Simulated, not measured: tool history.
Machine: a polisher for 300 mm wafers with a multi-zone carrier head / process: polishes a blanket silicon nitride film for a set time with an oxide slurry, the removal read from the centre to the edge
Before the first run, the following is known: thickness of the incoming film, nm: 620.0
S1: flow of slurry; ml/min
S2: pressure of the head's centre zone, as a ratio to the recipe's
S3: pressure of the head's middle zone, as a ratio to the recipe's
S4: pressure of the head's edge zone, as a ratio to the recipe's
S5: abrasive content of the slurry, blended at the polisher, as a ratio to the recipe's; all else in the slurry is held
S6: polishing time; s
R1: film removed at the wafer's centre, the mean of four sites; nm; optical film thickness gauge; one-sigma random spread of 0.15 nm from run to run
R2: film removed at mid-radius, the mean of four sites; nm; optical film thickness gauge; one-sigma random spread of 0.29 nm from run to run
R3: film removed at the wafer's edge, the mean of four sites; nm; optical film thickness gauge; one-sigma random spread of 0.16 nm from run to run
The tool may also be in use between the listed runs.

run	hour	S1	S2	S3	S4	S5	S6	R1	R2	R3
1	0	175	1	1	1	1	31	14.485	14.656	15.078
2	6.1	140	1	1	1	1	31	14.137	14.305	14.756
3	13.7	140	1	1	1	1	24	10.867	10.799	11.429
4	14.3	140	1	1	1.07	1	24	11.013	11.161	11.77
# hour 19.9: slurry nozzle cleaned
5	19.9	140	1	1.07	1.07	1	24	11.472	11.913	12.191
6	23.3	150	0.98	1.09	1.07	1.1	25	12.443	13.842	13.227

Forecast run 7:
7	24.4	145	0.96	1.08	1.09	1.15	26	?	?	?

Run 7 yielded R1 12.888 nm, R2 14.37 nm, R3 14.398 nm.
